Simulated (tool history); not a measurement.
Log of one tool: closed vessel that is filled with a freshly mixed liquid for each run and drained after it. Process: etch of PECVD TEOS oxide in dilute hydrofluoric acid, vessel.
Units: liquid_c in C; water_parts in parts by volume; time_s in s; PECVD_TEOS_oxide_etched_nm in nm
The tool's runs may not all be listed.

| run | hour | liquid_c | water_parts | time_s | PECVD_TEOS_oxide_etched_nm |
|---|---|---|---|---|---|
| 1 | 0.0 | 26 | 130 | 130 | 25.732 |
| 2 | 4.0 | 27 | 130 | 130 | 26.434 |
| 3 | 8.9 | 27 | 85 | 130 | 42.643 |
| 4 | 12.0 | 27 | 50 | 130 | 76.269 |
| 5 | 19.4 | 30 | 50 | 130 | 86.507 |
| 6 | 21.2 | 30 | 50 | 130 | 84.848 |
|  | 22.5 | hydrofluoric acid flow meter replaced |
| 7 | 22.5 | 28 | 55 | 130 | 65.092 |
| 8 | 27.0 | 24 | 55 | 130 | 55.842 |

The next listed run, before its measurement:
| 9 | 28.7 | 23 | 60 | 130 | ? |

PECVD_TEOS_oxide_etched_nm: 48.756 nm

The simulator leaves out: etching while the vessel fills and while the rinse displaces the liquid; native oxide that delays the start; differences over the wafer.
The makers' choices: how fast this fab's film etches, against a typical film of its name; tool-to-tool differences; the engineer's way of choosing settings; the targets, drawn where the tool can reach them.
